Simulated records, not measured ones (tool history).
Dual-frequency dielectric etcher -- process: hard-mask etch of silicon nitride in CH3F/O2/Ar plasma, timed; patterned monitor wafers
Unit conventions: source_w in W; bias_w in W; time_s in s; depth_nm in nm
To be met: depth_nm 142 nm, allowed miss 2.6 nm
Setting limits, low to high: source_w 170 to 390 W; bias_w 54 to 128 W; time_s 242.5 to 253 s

{"run": 1, "hour": 0.0, "source_w": 280, "bias_w": 91, "time_s": 242.5, "depth_nm": 161.39}
{"run": 2, "hour": 1.7, "source_w": 280, "bias_w": 102, "time_s": 242.5, "depth_nm": 169.61}
{"run": 3, "hour": 4.0, "source_w": 250, "bias_w": 98, "time_s": 242.5, "depth_nm": 158.79}
{"run": 4, "hour": 11.8, "source_w": 250, "bias_w": 98, "time_s": 253, "depth_nm": 165.97}
{"run": 5, "hour": 13.3, "source_w": 250, "bias_w": 107, "time_s": 253, "depth_nm": 172.04}
{"run": 6, "hour": 17.8, "source_w": 250, "bias_w": 92, "time_s": 253, "depth_nm": 161.52}
{"run": 7, "hour": 21.4, "source_w": 190, "bias_w": 82, "time_s": 252, "depth_nm": 135.94}
{"run": 8, "hour": 29.4, "source_w": 200, "bias_w": 82, "time_s": 252, "depth_nm": 138.77}

Pick the move, out of 5, that brings all results within their allowed miss; only one does.
{"run": "A", "hour": 37.4, "source_w": 190, "bias_w": 78, "time_s": 253, "depth_nm": "?"}
{"run": "B", "hour": 37.4, "source_w": 210, "bias_w": 75, "time_s": 248.5, "depth_nm": "?"}
{"run": "C", "hour": 37.4, "source_w": 180, "bias_w": 91, "time_s": 246.5, "depth_nm": "?"}
{"run": "D", "hour": 37.4, "source_w": 190, "bias_w": 80, "time_s": 253, "depth_nm": "?"}
{"run": "E", "hour": 37.4, "source_w": 180, "bias_w": 96, "time_s": 250.5, "depth_nm": "?"}

move=A depth_nm=134.32
move=B depth_nm=135.69
move=C depth_nm=136.18
move=D depth_nm=135.73
move=E depth_nm=141.52
A: further off than the last run
B: further off than the last run
C: further off than the last run
D: further off than the last run
E: in spec on every target
Move E is the one to make.

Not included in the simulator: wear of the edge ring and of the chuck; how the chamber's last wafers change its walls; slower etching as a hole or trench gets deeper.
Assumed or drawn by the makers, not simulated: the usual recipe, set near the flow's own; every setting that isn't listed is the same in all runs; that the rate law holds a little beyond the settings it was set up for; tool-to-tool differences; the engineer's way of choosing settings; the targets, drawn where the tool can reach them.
